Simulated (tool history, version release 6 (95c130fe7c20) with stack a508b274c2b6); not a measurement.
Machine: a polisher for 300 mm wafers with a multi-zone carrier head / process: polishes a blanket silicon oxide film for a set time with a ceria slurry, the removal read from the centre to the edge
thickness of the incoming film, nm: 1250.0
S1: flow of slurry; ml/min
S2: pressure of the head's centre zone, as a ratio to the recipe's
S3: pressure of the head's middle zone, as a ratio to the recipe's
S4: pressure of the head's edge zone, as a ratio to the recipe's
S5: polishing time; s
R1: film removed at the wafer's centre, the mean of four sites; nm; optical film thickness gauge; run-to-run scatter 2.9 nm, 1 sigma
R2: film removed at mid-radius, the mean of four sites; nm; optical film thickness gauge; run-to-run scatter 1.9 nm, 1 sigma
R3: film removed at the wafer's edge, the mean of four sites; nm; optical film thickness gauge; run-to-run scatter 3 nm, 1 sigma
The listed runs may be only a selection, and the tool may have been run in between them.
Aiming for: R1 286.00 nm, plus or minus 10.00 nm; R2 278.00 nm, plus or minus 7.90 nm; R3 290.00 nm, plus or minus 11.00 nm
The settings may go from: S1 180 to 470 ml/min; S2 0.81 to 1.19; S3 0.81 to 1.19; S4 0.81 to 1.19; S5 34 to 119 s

run	day	S1	S2	S3	S4	S5	R1	R2	R3
1	0.000	300	1.00	1.00	1.00	76	319.53	316.90	316.48
2	0.183	290	0.98	0.97	0.97	75	308.30	303.61	307.33
3	0.504	285	0.97	0.95	0.95	74	303.97	296.04	303.72
4	0.600	285	0.97	1.02	0.95	74	296.11	311.55	296.71
5	0.767	285	0.97	1.02	0.98	74	296.74	312.09	306.82
6	0.904	280	0.97	0.99	0.97	73	296.55	301.55	301.19
7	1.154	280	0.96	0.97	0.96	72	290.69	290.47	291.98
8	1.496	275	0.95	0.96	0.96	72	287.24	292.62	290.78
9	1.579	275	0.95	0.94	0.97	72	289.52	286.12	294.68

Exercise: of the 5 proposed moves below, exactly one satisfies all targets within the stated allowed misses. Which move is it?
A	1.662	225	0.91	0.93	0.93	76	?	?	?
B	1.662	210	0.94	1.04	0.96	74	?	?	?
C	1.662	300	0.85	0.88	0.93	79	?	?	?
D	1.662	245	0.94	0.88	1.00	77	?	?	?
E	1.662	470	0.98	0.95	1.04	66	?	?	?

move	R1	R2	R3
A	285.50	293.06	300.59
B	283.92	300.96	294.40
C	288.44	306.53	321.31
D	302.88	291.40	318.25
E	289.92	277.18	291.26
A: moves away from the targets compared with the last run
B: moves away from the targets compared with the last run
C: moves away from the targets compared with the last run
D: moves away from the targets compared with the last run
E: every result within its allowed miss
Correct choice: E, which meets every target

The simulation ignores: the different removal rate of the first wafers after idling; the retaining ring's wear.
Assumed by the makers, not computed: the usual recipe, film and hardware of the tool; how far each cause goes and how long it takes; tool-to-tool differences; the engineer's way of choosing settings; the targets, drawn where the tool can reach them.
